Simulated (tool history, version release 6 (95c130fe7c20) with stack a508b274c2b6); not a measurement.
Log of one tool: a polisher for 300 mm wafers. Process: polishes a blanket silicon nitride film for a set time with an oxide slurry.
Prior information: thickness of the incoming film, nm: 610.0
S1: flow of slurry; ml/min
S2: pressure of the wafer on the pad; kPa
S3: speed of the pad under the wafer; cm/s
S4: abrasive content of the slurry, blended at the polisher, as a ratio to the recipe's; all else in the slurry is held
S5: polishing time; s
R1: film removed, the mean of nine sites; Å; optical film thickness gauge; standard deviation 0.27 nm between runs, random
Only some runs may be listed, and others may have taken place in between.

run 1 hour=0 | S1=320 S2=20 S3=116 S4=1 S5=52 | R1=266.56
run 2 hour=8.1 | S1=325 S2=22.8 S3=116 S4=1 S5=52 | R1=300.19
run 3 hour=13 | S1=325 S2=24.8 S3=116 S4=1 S5=52 | R1=327.67
run 4 hour=18 | S1=325 S2=26.2 S3=116 S4=1 S5=52 | R1=342.3
run 5 hour=20.8 | S1=325 S2=22.8 S3=116 S4=1 S5=52 | R1=304.24
run 6 hour=27.6 | S1=325 S2=26.9 S3=116 S4=1 S5=52 | R1=348.73

Forecast run 7:
run 7 hour=29.2 | S1=335 S2=27.6 S3=116 S4=1 S5=52 | R1=?

{"run 7": {"R1": 364.35}}

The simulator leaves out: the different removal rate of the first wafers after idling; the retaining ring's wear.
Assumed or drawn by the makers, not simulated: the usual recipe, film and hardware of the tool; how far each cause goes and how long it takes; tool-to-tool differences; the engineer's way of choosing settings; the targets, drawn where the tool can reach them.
